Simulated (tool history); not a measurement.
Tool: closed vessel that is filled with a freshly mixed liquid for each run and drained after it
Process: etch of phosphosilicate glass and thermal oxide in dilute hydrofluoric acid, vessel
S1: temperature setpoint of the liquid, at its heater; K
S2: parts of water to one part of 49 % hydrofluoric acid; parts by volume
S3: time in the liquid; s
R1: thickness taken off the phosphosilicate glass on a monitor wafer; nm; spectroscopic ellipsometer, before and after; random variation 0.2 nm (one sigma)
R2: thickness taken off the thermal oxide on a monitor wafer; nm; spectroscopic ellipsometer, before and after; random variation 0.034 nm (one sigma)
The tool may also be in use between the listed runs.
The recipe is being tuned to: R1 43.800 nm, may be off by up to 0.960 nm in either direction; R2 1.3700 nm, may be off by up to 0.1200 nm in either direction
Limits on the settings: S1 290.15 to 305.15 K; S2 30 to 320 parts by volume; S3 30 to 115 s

run	hour	S1	S2	S3	R1	R2
1	0.0	297.15	175	60	50.876	1.5334
2	1.1	297.15	175	80	67.539	2.0178
3	8.5	297.15	120	80	105.130	3.2503
4	15.5	296.15	130	80	91.841	2.6908
5	21.1	296.15	140	80	84.293	2.6771
6	26.2	296.15	85	80	147.830	4.6801
7	29.3	295.15	100	80	119.210	3.6135
8	30.6	294.65	115	80	98.962	3.1116
9	36.1	294.15	125	80	88.240	2.7492
10	38.4	293.65	130	80	82.883	2.7097
11	43.1	293.65	140	80	76.833	2.2871
12	46.5	293.15	145	80	71.554	2.1981
13	54.9	292.65	150	80	67.686	2.0746
14	60.0	292.15	155	80	64.012	1.9572
15	66.4	291.65	160	80	61.012	1.8722
16	67.2	291.65	165	80	58.328	1.8152
17	73.7	291.65	170	80	56.447	1.8054
18	75.7	291.65	175	80	54.291	1.6741
19	76.5	291.65	180	80	52.780	1.6723
20	83.8	291.15	190	80	48.447	1.5390
21	87.9	290.65	195	80	46.008	1.4451

5 candidate next runs follow, results not yet known. Just one meets every target within its allowed miss. Identify it.
A	92.0	305.15	135	30	?	?
B	92.0	290.65	215	85	?	?
C	92.0	303.65	210	55	?	?
D	92.0	290.15	250	115	?	?
E	92.0	290.15	195	85	?	?

move	R1	R2
A	45.881	1.4258
B	43.361	1.3475
C	46.524	1.4458
D	47.955	1.4903
E	47.736	1.4834
A: closes in on the targets versus the last run, not all within tolerance yet
B: meets every target
C: the biggest miss grows against the last run
D: the biggest miss grows against the last run
E: the biggest miss grows against the last run
B meets every target.
